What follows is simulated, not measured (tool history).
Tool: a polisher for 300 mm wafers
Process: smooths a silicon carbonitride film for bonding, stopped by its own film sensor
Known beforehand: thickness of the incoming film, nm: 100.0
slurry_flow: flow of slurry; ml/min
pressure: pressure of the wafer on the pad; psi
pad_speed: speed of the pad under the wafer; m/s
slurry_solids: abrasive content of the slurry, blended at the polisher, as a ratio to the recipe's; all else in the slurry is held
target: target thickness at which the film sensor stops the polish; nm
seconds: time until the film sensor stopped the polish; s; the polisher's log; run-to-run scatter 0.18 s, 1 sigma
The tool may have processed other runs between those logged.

Run 1, day 0: slurry_flow 280 ml/min, pressure 2.8 psi, pad_speed 1.08 m/s, slurry_solids 1, target 89 nm. Result: seconds 29.721 s.
Run 2, day 0.054: slurry_flow 280 ml/min, pressure 2.8 psi, pad_speed 1.08 m/s, slurry_solids 1.15, target 89 nm. Result: seconds 27.912 s.
Run 3, day 0.346: slurry_flow 280 ml/min, pressure 2.1 psi, pad_speed 1.08 m/s, slurry_solids 1.15, target 89 nm. Result: seconds 37.34 s.
Run 4, day 0.583: slurry_flow 280 ml/min, pressure 2.5 psi, pad_speed 1.08 m/s, slurry_solids 1.15, target 89 nm. Result: seconds 30.958 s.
Run 5, day 0.908: slurry_flow 350 ml/min, pressure 2.5 psi, pad_speed 1.08 m/s, slurry_solids 1.15, target 89 nm. Result: seconds 31 s.
Run 6, day 1.071: slurry_flow 350 ml/min, pressure 2.5 psi, pad_speed 0.86 m/s, slurry_solids 1.15, target 89 nm. Result: seconds 36.918 s.
Run 7, day 1.383: slurry_flow 350 ml/min, pressure 2.9 psi, pad_speed 0.86 m/s, slurry_solids 1.15, target 89 nm. Result: seconds 31.946 s.
Run 8, day 1.704: slurry_flow 350 ml/min, pressure 3.2 psi, pad_speed 0.88 m/s, slurry_solids 1.15, target 89 nm. Result: seconds 28.483 s.
Run 9, day 2.075: slurry_flow 350 ml/min, pressure 3.5 psi, pad_speed 0.9 m/s, slurry_solids 1.15, target 89 nm. Result: seconds 25.448 s.
Run 10, day 2.242: slurry_flow 350 ml/min, pressure 3.5 psi, pad_speed 0.9 m/s, slurry_solids 1.15, target 89 nm. Result: seconds 25.257 s.

Run 11 is up next; what results do you expect?
Run 11, day 2.479: slurry_flow 350 ml/min, pressure 4.3 psi, pad_speed 0.98 m/s, slurry_solids 1.15, target 89 nm. Result: seconds ?.

For run 11 the tool returned seconds 19.506 s.
